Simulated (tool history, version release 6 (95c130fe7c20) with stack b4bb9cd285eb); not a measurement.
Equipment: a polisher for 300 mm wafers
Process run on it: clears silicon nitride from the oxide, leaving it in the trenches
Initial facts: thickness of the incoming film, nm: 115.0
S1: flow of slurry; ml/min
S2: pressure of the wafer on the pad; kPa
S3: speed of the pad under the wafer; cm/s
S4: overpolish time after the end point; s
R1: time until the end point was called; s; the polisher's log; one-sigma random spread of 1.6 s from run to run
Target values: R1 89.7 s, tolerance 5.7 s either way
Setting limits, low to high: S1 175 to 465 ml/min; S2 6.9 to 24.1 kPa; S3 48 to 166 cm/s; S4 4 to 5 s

run 1 hour=0 | S1=295 S2=15.2 S3=106 S4=5 | R1=138.22
run 2 hour=5.1 | S1=295 S2=15.2 S3=106 S4=4 | R1=139.69
run 3 hour=12.2 | S1=295 S2=11 S3=106 S4=4 | R1=184.21
run 4 hour=18.7 | S1=295 S2=13.8 S3=108 S4=4 | R1=146.68
run 5 hour=19.9 | S1=355 S2=13.8 S3=108 S4=4 | R1=142.98
run 6 hour=25.1 | S1=355 S2=15.2 S3=110 S4=4 | R1=128.55
run 7 hour=30.2 | S1=355 S2=16.5 S3=112 S4=4 | R1=118.48
run 8 hour=33.3 | S1=355 S2=17.9 S3=114 S4=4 | R1=106.74

Consider the 5 candidate settings below. Which is the only one whose results all fall within their allowed miss of target?
run A hour=36.4 | S1=375 S2=22.8 S3=134 S4=5 | R1=?
run B hour=36.4 | S1=385 S2=16.5 S3=94 S4=5 | R1=?
run C hour=36.4 | S1=380 S2=20 S3=126 S4=5 | R1=?
run D hour=36.4 | S1=345 S2=19.3 S3=166 S4=4 | R1=?
run E hour=36.4 | S1=290 S2=24.1 S3=116 S4=5 | R1=?

move=A R1=75.903
move=B R1=134.57
move=C R1=90.228
move=D R1=75.699
move=E R1=81.844
A: takes the result that was furthest off past its target
B: further off than the last run
C: all results land within tolerance of their targets
D: takes the result that was furthest off past its target
E: takes the result that was furthest off past its target
The move that meets every target is C.

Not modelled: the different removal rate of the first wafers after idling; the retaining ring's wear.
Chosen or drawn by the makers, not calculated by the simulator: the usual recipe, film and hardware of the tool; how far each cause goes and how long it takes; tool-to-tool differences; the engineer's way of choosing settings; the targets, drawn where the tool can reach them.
